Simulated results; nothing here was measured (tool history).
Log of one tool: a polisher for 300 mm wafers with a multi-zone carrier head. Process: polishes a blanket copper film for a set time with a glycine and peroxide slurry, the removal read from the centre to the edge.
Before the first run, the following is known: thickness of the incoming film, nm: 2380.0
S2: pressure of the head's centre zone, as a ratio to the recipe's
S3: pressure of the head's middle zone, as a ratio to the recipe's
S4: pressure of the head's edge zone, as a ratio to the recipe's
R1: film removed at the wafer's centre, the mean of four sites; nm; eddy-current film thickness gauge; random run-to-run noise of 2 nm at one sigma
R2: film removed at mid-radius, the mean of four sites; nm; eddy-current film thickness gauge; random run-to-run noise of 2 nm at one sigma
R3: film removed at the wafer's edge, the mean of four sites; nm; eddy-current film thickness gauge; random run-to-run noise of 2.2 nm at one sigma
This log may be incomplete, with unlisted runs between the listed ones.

{"run": 1, "hour": 0.0, "flow of slurry (ml/min)": 245, "S2": 1.0, "S3": 1.0, "S4": 1.0, "polishing time (s)": 55, "R1": 228.66, "R2": 235.21, "R3": 231.49}
{"run": 2, "hour": 3.7, "flow of slurry (ml/min)": 260, "S2": 1.02, "S3": 1.01, "S4": 1.03, "polishing time (s)": 55, "R1": 235.03, "R2": 236.91, "R3": 236.02}
{"run": 3, "hour": 8.1, "flow of slurry (ml/min)": 295, "S2": 1.02, "S3": 1.01, "S4": 1.03, "polishing time (s)": 55, "R1": 243.29, "R2": 240.58, "R3": 244.41}
{"run": 4, "hour": 8.9, "flow of slurry (ml/min)": 295, "S2": 1.02, "S3": 1.01, "S4": 1.03, "polishing time (s)": 62, "R1": 269.28, "R2": 270.92, "R3": 275.28}
{"run": 5, "hour": 9.4, "flow of slurry (ml/min)": 295, "S2": 1.02, "S3": 1.01, "S4": 1.03, "polishing time (s)": 72, "R1": 314.31, "R2": 317.85, "R3": 316.99}
{"run": 6, "hour": 16.6, "flow of slurry (ml/min)": 270, "S2": 1.01, "S3": 0.98, "S4": 1.0, "polishing time (s)": 71, "R1": 304.35, "R2": 304.71, "R3": 305.69}
{"run": 7, "hour": 20.2, "flow of slurry (ml/min)": 250, "S2": 1.0, "S3": 0.96, "S4": 0.97, "polishing time (s)": 70, "R1": 294.21, "R2": 293.37, "R3": 295.67}
{"run": 8, "hour": 28.2, "flow of slurry (ml/min)": 235, "S2": 1.0, "S3": 0.95, "S4": 0.95, "polishing time (s)": 69, "R1": 285.27, "R2": 285.98, "R3": 281.46}
{"run": 9, "hour": 29.1, "flow of slurry (ml/min)": 225, "S2": 1.0, "S3": 0.93, "S4": 0.94, "polishing time (s)": 69, "R1": 286.3, "R2": 273.74, "R3": 283.76}
{"run": 10, "hour": 35.8, "flow of slurry (ml/min)": 200, "S2": 0.97, "S3": 0.95, "S4": 0.84, "polishing time (s)": 66, "R1": 255.07, "R2": 263.64, "R3": 254.58}
{"hour": 41.6, "done": "slurry nozzle cleaned"}
{"run": 11, "hour": 41.6, "flow of slurry (ml/min)": 220, "S2": 1.0, "S3": 0.92, "S4": 0.87, "polishing time (s)": 66, "R1": 275.97, "R2": 268.86, "R3": 265.04}

For run 12, what comes out?
{"run": 12, "hour": 45.0, "flow of slurry (ml/min)": 215, "S2": 1.0, "S3": 0.92, "S4": 0.87, "polishing time (s)": 66, "R1": "?", "R2": "?", "R3": "?"}

Run 12 yielded R1 278.29 nm, R2 269.75 nm, R3 266.38 nm.

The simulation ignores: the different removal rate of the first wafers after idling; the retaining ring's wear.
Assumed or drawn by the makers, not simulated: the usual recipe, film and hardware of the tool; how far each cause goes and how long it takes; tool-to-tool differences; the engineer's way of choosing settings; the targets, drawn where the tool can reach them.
